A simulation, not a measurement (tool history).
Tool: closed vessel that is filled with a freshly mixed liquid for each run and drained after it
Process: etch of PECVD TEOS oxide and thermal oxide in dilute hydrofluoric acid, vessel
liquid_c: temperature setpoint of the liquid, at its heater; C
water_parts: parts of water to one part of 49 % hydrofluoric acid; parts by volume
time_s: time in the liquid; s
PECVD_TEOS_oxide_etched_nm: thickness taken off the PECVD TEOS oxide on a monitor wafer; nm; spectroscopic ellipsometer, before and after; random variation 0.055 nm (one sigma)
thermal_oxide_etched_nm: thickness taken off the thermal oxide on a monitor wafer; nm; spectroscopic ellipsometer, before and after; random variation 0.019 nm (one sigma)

Run 1, hour 0.0: liquid_c 22.0 C, water_parts 290 parts by volume, time_s 635 s. Result: PECVD_TEOS_oxide_etched_nm 18.611 nm, thermal_oxide_etched_nm 7.6243 nm.
Run 2, hour 1.7: liquid_c 22.0 C, water_parts 290 parts by volume, time_s 395 s. Result: PECVD_TEOS_oxide_etched_nm 11.522 nm, thermal_oxide_etched_nm 4.7202 nm.
Run 3, hour 5.2: liquid_c 23.5 C, water_parts 290 parts by volume, time_s 395 s. Result: PECVD_TEOS_oxide_etched_nm 12.224 nm, thermal_oxide_etched_nm 5.0193 nm.
Run 4, hour 6.8: liquid_c 20.0 C, water_parts 290 parts by volume, time_s 395 s. Result: PECVD_TEOS_oxide_etched_nm 10.749 nm, thermal_oxide_etched_nm 4.4012 nm.
Run 5, hour 8.1: liquid_c 22.0 C, water_parts 290 parts by volume, time_s 395 s. Result: PECVD_TEOS_oxide_etched_nm 11.522 nm, thermal_oxide_etched_nm 4.7241 nm.
Run 6, hour 16.6: liquid_c 20.5 C, water_parts 290 parts by volume, time_s 395 s. Result: PECVD_TEOS_oxide_etched_nm 10.871 nm, thermal_oxide_etched_nm 4.4801 nm.
Run 7, hour 21.8: liquid_c 22.0 C, water_parts 290 parts by volume, time_s 395 s. Result: PECVD_TEOS_oxide_etched_nm 11.501 nm, thermal_oxide_etched_nm 4.7725 nm.
Run 8, hour 28.4: liquid_c 23.0 C, water_parts 290 parts by volume, time_s 395 s. Result: PECVD_TEOS_oxide_etched_nm 12.004 nm, thermal_oxide_etched_nm 4.9060 nm.
Run 9, hour 33.4: liquid_c 24.0 C, water_parts 290 parts by volume, time_s 395 s. Result: PECVD_TEOS_oxide_etched_nm 12.402 nm, thermal_oxide_etched_nm 5.0862 nm.
Run 10, hour 40.2: liquid_c 24.5 C, water_parts 290 parts by volume, time_s 395 s. Result: PECVD_TEOS_oxide_etched_nm 12.630 nm, thermal_oxide_etched_nm 5.1478 nm.

Forecast run 11:
Run 11, hour 41.8: liquid_c 25.0 C, water_parts 290 parts by volume, time_s 395 s. Result: PECVD_TEOS_oxide_etched_nm ?, thermal_oxide_etched_nm ?.

{"run 11": {"PECVD_TEOS_oxide_etched_nm": 12.925, "thermal_oxide_etched_nm": 5.2312}}
